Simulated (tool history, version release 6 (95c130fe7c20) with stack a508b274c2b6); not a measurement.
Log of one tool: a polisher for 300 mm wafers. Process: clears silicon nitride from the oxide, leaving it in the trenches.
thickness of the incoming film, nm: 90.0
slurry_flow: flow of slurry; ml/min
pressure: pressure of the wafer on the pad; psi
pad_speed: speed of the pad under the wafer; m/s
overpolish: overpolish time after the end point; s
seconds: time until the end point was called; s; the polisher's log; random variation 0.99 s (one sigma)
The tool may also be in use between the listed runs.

run	hour	slurry_flow	pressure	pad_speed	overpolish	seconds
1	0.0	310	2.7	1.12	9	111.640
2	8.3	310	3.1	1.12	9	98.182
3	9.7	310	3.4	1.20	9	81.603
4	16.9	310	3.4	1.02	9	96.388
5	17.8	310	3.9	1.02	9	86.203
6	20.5	310	3.9	1.02	9	85.007
7	27.8	310	4.0	1.12	9	79.192
8	34.9	315	4.0	1.24	9	67.367
9	41.1	315	4.0	1.28	9	67.322
10	47.6	315	4.0	1.32	9	64.168

Forecast run 11:
11	55.4	315	4.0	1.34	9	?

seconds: 64.739 s

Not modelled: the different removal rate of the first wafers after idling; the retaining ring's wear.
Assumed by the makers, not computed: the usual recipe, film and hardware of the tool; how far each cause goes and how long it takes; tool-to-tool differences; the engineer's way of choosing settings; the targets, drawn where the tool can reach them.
